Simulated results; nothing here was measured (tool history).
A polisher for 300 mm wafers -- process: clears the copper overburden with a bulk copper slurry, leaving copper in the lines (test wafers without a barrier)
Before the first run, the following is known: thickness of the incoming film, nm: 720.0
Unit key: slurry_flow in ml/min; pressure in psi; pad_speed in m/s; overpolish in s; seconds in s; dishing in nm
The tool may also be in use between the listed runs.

run    day  slurry_flow  pressure  pad_speed  slurry_solids  overpolish  seconds  dishing
  1      0          290       1.8       0.84              1          18      112   61.258
  2    0.2          345       1.8       0.84              1          18   108.77   62.084
  3  0.225          360       1.6       0.82              1          16   126.27   50.828
  4  0.504          375       1.5       0.82              1          14   133.88   44.242
  5  0.883          385       1.4       0.82              1          13   141.47   40.653
  6  1.254          385       1.2       0.82              1          13   163.83   34.028
  7  1.588          390       0.8       0.86           1.05           5   224.66   10.976
  8  1.729          395       0.8       0.86           1.05           5   231.43   11.494
  9  1.771          400       0.8       0.86           1.05           5    228.7   11.614
 10  1.846          405       0.8       0.86           1.05           5   227.57     11.5

Run 11 comes next. What will it give?
 11  2.046          410         1       0.86              1           5        ?        ?

seconds: 187.66 s
dishing: 13.911 nm
